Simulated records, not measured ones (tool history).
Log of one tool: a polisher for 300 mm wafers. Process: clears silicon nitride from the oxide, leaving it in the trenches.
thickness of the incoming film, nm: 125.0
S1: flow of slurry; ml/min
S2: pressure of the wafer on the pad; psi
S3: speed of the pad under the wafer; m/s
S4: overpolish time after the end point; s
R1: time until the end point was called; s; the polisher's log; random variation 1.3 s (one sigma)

run    day   S1   S2    S3  S4      R1
  1      0  145  2.2  1.12   6  148.65
  2  0.204  110  2.2  1.12   6  157.14
  3  0.571  110  2.2  0.86   6  206.04
  4  0.612   85  2.2  0.86   6  214.78
     0.767  -- worn pad replaced by a new one
  5  0.767   85  2.5  0.86   6  183.31
  6  1.079   90  2.7  0.88   6  162.23
  7  1.433   95  2.9   0.9   6  148.61

The next listed run, before its measurement:
  8  1.708  100   3  0.94   6   ?

Run 8 gave R1 140.49 s.
